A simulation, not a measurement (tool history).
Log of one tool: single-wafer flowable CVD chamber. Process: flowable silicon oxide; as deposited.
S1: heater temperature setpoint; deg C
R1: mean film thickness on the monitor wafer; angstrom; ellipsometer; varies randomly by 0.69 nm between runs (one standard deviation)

{"run": 1, "hour": 0.0, "S1": 90, "chamber pressure (Pa)": 122.1, "RF power (kW)": 2.32, "deposition time (s)": 810, "R1": 9083.7}
{"run": 2, "hour": 5.6, "S1": 81, "chamber pressure (Pa)": 122.1, "RF power (kW)": 2.32, "deposition time (s)": 810, "R1": 12367}
{"run": 3, "hour": 12.6, "S1": 89, "chamber pressure (Pa)": 117.9, "RF power (kW)": 2.315, "deposition time (s)": 810, "R1": 9094.9}
{"run": 4, "hour": 18.6, "S1": 95, "chamber pressure (Pa)": 113.7, "RF power (kW)": 2.31, "deposition time (s)": 810, "R1": 7032.3}
{"run": 5, "hour": 21.7, "S1": 91, "chamber pressure (Pa)": 113.7, "RF power (kW)": 2.31, "deposition time (s)": 810, "R1": 8174.7}
{"run": 6, "hour": 27.8, "S1": 97, "chamber pressure (Pa)": 111.2, "RF power (kW)": 2.305, "deposition time (s)": 810, "R1": 6368.9}
{"run": 7, "hour": 34.4, "S1": 101, "chamber pressure (Pa)": 110.4, "RF power (kW)": 2.305, "deposition time (s)": 810, "R1": 5431.5}
{"run": 8, "hour": 41.9, "S1": 104, "chamber pressure (Pa)": 110.4, "RF power (kW)": 2.305, "deposition time (s)": 810, "R1": 4830.4}

Predict the results of run 9:
{"run": 9, "hour": 43.0, "S1": 106, "chamber pressure (Pa)": 110.4, "RF power (kW)": 2.305, "deposition time (s)": 810, "R1": "?"}

{"run 9": {"R1": 4489.8}}

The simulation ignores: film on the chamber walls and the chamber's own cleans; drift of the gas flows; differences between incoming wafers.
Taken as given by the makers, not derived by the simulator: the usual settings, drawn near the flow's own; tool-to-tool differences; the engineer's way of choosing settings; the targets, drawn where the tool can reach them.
